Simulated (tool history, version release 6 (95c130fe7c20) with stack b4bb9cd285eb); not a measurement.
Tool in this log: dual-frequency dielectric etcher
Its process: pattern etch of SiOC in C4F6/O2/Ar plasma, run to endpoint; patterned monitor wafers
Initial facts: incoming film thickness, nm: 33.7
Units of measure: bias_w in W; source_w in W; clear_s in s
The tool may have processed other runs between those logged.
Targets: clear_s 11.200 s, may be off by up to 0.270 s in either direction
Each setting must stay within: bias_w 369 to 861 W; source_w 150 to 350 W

run	hour	bias_w	source_w	clear_s
1	0.0	615	250	12.804
2	1.2	541	250	13.250
3	7.7	582	260	12.589
4	15.8	582	300	11.792
5	18.4	495	300	12.300
6	20.6	495	320	12.184
7	22.7	514	320	12.001
8	31.2	530	320	11.835
9	38.9	543	320	11.713
10	47.1	543	320	11.811
11	50.3	556	320	11.585
# hour 52.3: bias power generator calibrated
12	52.3	563	320	11.720
13	57.9	575	320	11.652
14	61.2	585	320	11.619
15	69.7	594	320	11.554
16	77.8	602	320	11.528
17	83.0	602	320	11.560

Which single option among these 5 for the next run brings every result within its allowed miss of target? Just one does.
A	88.2	488	300	?
B	88.2	482	340	?
C	88.2	599	270	?
D	88.2	530	310	?
E	88.2	563	350	?

move	clear_s
A	12.651
B	11.971
C	12.510
D	12.154
E	11.280
A: the biggest miss grows against the last run
B: the biggest miss grows against the last run
C: the biggest miss grows against the last run
D: the biggest miss grows against the last run
E: hits every target within its allowed miss
E meets every target.
